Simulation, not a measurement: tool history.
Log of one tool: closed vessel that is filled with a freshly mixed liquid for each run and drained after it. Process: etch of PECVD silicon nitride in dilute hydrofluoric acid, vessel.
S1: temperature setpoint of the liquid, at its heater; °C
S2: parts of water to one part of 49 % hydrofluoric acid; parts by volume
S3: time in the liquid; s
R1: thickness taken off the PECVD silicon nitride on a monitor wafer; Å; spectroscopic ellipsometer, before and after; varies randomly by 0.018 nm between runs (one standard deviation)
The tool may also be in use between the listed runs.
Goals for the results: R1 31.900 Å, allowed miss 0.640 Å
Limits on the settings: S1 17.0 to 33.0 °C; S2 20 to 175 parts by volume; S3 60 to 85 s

{"run": 1, "day": 0.0, "S1": 25.0, "S2": 95, "S3": 85, "R1": 17.582}
{"run": 2, "day": 0.021, "S1": 25.0, "S2": 80, "S3": 85, "R1": 20.861}
{"run": 3, "day": 0.254, "S1": 26.5, "S2": 80, "S3": 85, "R1": 22.795}
{"run": 4, "day": 0.396, "S1": 26.5, "S2": 50, "S3": 85, "R1": 36.464}
{"run": 5, "day": 0.625, "S1": 28.0, "S2": 50, "S3": 85, "R1": 39.764}
{"run": 6, "day": 0.925, "S1": 27.5, "S2": 50, "S3": 85, "R1": 38.868}
{"run": 7, "day": 0.979, "S1": 27.0, "S2": 50, "S3": 85, "R1": 37.517}
{"run": 8, "day": 1.25, "S1": 26.5, "S2": 50, "S3": 85, "R1": 36.184}

Pick the move, out of 4, that brings all results within their allowed miss; only one does.
{"run": "A", "day": 1.521, "S1": 26.0, "S2": 55, "S3": 85, "R1": "?"}
{"run": "B", "day": 1.521, "S1": 28.5, "S2": 70, "S3": 85, "R1": "?"}
{"run": "C", "day": 1.521, "S1": 31.0, "S2": 70, "S3": 85, "R1": "?"}
{"run": "D", "day": 1.521, "S1": 28.5, "S2": 50, "S3": 85, "R1": "?"}

move=A R1=32.292
move=B R1=29.960
move=C R1=35.149
move=D R1=41.808
A: in spec on every target
B: pushes the last run's worst result past its target
C: an improvement on the last run, though not all results are within tolerance
D: moves away from the targets compared with the last run
A meets every target.
